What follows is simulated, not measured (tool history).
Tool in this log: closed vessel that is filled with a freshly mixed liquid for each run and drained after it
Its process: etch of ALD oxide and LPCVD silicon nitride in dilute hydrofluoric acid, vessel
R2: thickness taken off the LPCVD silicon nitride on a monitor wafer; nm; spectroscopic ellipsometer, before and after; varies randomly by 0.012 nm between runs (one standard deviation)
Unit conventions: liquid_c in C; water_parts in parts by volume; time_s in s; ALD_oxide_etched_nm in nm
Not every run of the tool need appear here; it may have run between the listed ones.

{"run": 1, "hour": 0.0, "liquid_c": 22, "water_parts": 205, "time_s": 740, "ALD_oxide_etched_nm": 31.994, "R2": 1.6992}
{"run": 2, "hour": 4.6, "liquid_c": 21.5, "water_parts": 235, "time_s": 750, "ALD_oxide_etched_nm": 26.91, "R2": 1.4987}
{"run": 3, "hour": 8.0, "liquid_c": 20.5, "water_parts": 250, "time_s": 755, "ALD_oxide_etched_nm": 24.522, "R2": 1.3064}
{"run": 4, "hour": 13.2, "liquid_c": 20.5, "water_parts": 270, "time_s": 760, "ALD_oxide_etched_nm": 22.158, "R2": 1.2573}
{"run": 5, "hour": 19.2, "liquid_c": 20, "water_parts": 280, "time_s": 765, "ALD_oxide_etched_nm": 20.81, "R2": 1.1661}
{"run": 6, "hour": 21.6, "liquid_c": 23, "water_parts": 280, "time_s": 765, "ALD_oxide_etched_nm": 23.669, "R2": 1.4127}

Estimate the outcome of run 7 from the log above:
{"run": 7, "hour": 25.3, "liquid_c": 21.5, "water_parts": 285, "time_s": 770, "ALD_oxide_etched_nm": "?", "R2": "?"}

ALD_oxide_etched_nm: 22.217 nm
R2: 1.2517 nm

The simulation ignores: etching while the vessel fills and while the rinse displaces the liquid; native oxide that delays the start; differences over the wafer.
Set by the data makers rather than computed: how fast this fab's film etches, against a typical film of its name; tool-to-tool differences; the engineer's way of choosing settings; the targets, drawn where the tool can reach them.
